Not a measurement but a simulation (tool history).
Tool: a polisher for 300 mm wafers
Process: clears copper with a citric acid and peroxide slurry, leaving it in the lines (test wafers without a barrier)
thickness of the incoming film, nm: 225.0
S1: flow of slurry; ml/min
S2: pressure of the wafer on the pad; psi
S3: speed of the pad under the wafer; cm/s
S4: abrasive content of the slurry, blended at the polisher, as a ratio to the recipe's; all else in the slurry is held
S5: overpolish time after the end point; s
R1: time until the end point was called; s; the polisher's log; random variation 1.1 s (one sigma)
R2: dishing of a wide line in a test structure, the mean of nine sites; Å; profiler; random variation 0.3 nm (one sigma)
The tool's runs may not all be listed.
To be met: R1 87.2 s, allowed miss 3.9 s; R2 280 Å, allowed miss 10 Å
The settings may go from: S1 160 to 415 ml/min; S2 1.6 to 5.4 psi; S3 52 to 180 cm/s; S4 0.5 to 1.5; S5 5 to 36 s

run	hour	S1	S2	S3	S4	S5	R1	R2
1	0	265	3.5	116	1	18	81.021	241.64
2	7.1	265	3.5	106	1	18	88.496	230.68
3	8.5	265	3.5	106	1	19	85.395	238.64
4	13.6	265	3.5	78	1	19	114.03	208.16
5	18.3	265	3.6	78	1	20	107.9	222.53
6	26.1	210	3.6	78	1	20	111.56	213.84
7	32.8	215	3.7	78	1	21	108.29	222.77
8	38.1	220	3.8	78	1	22	106.64	232.17
9	39.6	225	3.9	78	1	22	104.04	239.16
10	43.1	230	4	78	1	22	99.849	235.48

Which of these 5 next moves meets every target?
A	46.6	215	4.3	96	1.2	35	?	?
B	46.6	210	4.9	70	1.25	23	?	?
C	46.6	180	4.6	86	1.05	28	?	?
D	46.6	210	4.8	80	1.1	22	?	?
E	46.6	170	5.2	88	0.9	22	?	?

move	R1	R2
A	80.236	299.88
B	91.954	254.47
C	87.158	278.22
D	86.279	256.17
E	80.221	263.81
A: takes the result that was furthest off past its target
B: nearer than the last run, and not there yet
C: meets every target
D: nearer than the last run, and not there yet
E: nearer than the last run, and not there yet
Answer: C
